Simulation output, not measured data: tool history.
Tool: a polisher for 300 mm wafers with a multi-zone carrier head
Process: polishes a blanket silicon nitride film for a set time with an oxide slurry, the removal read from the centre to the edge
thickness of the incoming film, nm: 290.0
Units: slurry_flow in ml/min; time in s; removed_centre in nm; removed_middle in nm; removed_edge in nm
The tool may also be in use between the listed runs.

Run 1, hour 0.0: slurry_flow 135 ml/min, centre_zone 1.00, middle_zone 1.00, edge_zone 1.00, slurry_solids 1.00, time 46 s. Result: removed_centre 28.394 nm, removed_middle 29.274 nm, removed_edge 28.834 nm.
Run 2, hour 4.4: slurry_flow 125 ml/min, centre_zone 0.95, middle_zone 0.97, edge_zone 0.97, slurry_solids 0.85, time 42 s. Result: removed_centre 22.529 nm, removed_middle 23.348 nm, removed_edge 24.498 nm.
Run 3, hour 10.5: slurry_flow 95 ml/min, centre_zone 0.95, middle_zone 0.97, edge_zone 0.97, slurry_solids 0.85, time 42 s. Result: removed_centre 20.434 nm, removed_middle 21.479 nm, removed_edge 22.392 nm.
Run 4, hour 17.0: slurry_flow 95 ml/min, centre_zone 0.95, middle_zone 0.97, edge_zone 0.97, slurry_solids 0.65, time 42 s. Result: removed_centre 17.433 nm, removed_middle 18.360 nm, removed_edge 19.431 nm.
Run 5, hour 18.7: slurry_flow 80 ml/min, centre_zone 0.95, middle_zone 0.97, edge_zone 0.97, slurry_solids 0.65, time 42 s. Result: removed_centre 16.511 nm, removed_middle 17.284 nm, removed_edge 18.206 nm.
Run 6, hour 21.3: slurry_flow 80 ml/min, centre_zone 0.95, middle_zone 0.94, edge_zone 0.97, slurry_solids 0.65, time 42 s. Result: removed_centre 16.115 nm, removed_middle 16.713 nm, removed_edge 18.244 nm.
Run 7, hour 24.8: slurry_flow 80 ml/min, centre_zone 0.92, middle_zone 0.95, edge_zone 0.94, slurry_solids 0.60, time 42 s. Result: removed_centre 14.765 nm, removed_middle 16.054 nm, removed_edge 17.341 nm.

Run 8 comes next. What will it give?
Run 8, hour 25.9: slurry_flow 80 ml/min, centre_zone 0.92, middle_zone 0.95, edge_zone 0.94, slurry_solids 0.60, time 42 s. Result: removed_centre ?, removed_middle ?, removed_edge ?.

{"run 8": {"removed_centre": 14.854, "removed_middle": 15.9, "removed_edge": 17.24}}

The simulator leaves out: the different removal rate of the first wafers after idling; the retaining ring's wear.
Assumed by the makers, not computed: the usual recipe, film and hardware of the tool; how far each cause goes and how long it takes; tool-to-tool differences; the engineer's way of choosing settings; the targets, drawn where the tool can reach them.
